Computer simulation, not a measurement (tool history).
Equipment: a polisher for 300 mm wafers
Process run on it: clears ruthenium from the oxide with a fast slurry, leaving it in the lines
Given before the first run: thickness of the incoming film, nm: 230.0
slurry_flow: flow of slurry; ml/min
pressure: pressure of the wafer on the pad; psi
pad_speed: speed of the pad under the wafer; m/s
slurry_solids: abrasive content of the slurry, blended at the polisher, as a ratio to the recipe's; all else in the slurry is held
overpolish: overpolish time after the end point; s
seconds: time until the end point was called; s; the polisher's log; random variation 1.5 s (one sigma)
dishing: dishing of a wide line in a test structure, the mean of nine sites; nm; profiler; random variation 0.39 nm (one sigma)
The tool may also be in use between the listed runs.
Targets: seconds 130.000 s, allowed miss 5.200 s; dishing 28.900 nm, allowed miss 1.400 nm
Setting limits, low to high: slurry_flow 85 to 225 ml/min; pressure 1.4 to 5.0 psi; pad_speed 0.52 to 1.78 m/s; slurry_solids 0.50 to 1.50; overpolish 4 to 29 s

run 1 hour=0.0 | slurry_flow=145 pressure=3.2 pad_speed=1.14 slurry_solids=1.00 overpolish=15 | seconds=44.802 dishing=61.118
run 2 hour=4.1 | slurry_flow=145 pressure=3.2 pad_speed=1.28 slurry_solids=1.00 overpolish=15 | seconds=39.502 dishing=67.585
run 3 hour=4.8 | slurry_flow=145 pressure=3.2 pad_speed=1.14 slurry_solids=1.00 overpolish=15 | seconds=43.033 dishing=60.690
run 4 hour=8.9 | slurry_flow=145 pressure=3.2 pad_speed=1.14 slurry_solids=1.00 overpolish=19 | seconds=43.483 dishing=74.723
run 5 hour=9.5 | slurry_flow=145 pressure=3.2 pad_speed=1.14 slurry_solids=1.20 overpolish=19 | seconds=41.607 dishing=78.556
run 6 hour=17.4 | slurry_flow=140 pressure=2.9 pad_speed=1.04 slurry_solids=1.20 overpolish=19 | seconds=49.548 dishing=67.495
run 7 hour=22.2 | slurry_flow=120 pressure=2.0 pad_speed=0.72 slurry_solids=1.05 overpolish=18 | seconds=109.830 dishing=33.855
run 8 hour=27.4 | slurry_flow=115 pressure=1.9 pad_speed=0.72 slurry_solids=1.05 overpolish=18 | seconds=117.920 dishing=32.129
run 9 hour=29.4 | slurry_flow=110 pressure=1.9 pad_speed=0.72 slurry_solids=1.05 overpolish=18 | seconds=117.420 dishing=31.829

4 candidate next runs follow, results not yet known. Just one meets every target within its allowed miss. Identify it.
run A hour=31.4 | slurry_flow=100 pressure=1.8 pad_speed=0.72 slurry_solids=1.15 overpolish=15 | seconds=? dishing=?
run B hour=31.4 | slurry_flow=105 pressure=2.6 pad_speed=0.58 slurry_solids=1.25 overpolish=13 | seconds=? dishing=?
run C hour=31.4 | slurry_flow=90 pressure=1.4 pad_speed=0.86 slurry_solids=1.20 overpolish=18 | seconds=? dishing=?
run D hour=31.4 | slurry_flow=125 pressure=2.2 pad_speed=0.64 slurry_solids=1.05 overpolish=16 | seconds=? dishing=?

move=A seconds=121.790 dishing=25.595
move=B seconds=101.050 dishing=26.632
move=C seconds=131.030 dishing=28.265
move=D seconds=111.560 dishing=29.388
A: no nearer and no further than the last run
B: lands further from the targets than the last run did
C: all results land within tolerance of their targets
D: lands further from the targets than the last run did
Move C is the one to make.

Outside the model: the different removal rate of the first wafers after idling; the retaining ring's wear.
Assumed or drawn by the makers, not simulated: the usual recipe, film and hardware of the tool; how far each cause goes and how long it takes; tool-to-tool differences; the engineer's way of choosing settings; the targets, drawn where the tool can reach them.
